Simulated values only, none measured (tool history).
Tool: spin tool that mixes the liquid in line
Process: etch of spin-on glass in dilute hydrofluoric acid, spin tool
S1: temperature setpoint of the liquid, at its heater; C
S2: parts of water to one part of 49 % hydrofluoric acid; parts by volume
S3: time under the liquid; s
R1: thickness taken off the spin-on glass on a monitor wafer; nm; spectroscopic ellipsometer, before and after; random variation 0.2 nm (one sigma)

run,hour,S1,S2,S3,R1
1,0,25,100,55,22.359
2,2.5,25,100,40,16.177
3,4.2,21.5,100,40,14.092
4,13,23.5,100,40,15.261
5,15.7,25,95,40,17.189
6,16.8,23.5,95,40,16.103
# hour 24.8: thermometer replaced
7,24.8,25,90,40,17.034
8,30.4,26.5,80,40,20.644

The next listed run, before its measurement:
9,37.9,27.5,75,40,?

Run 9 gave R1 22.746 nm.
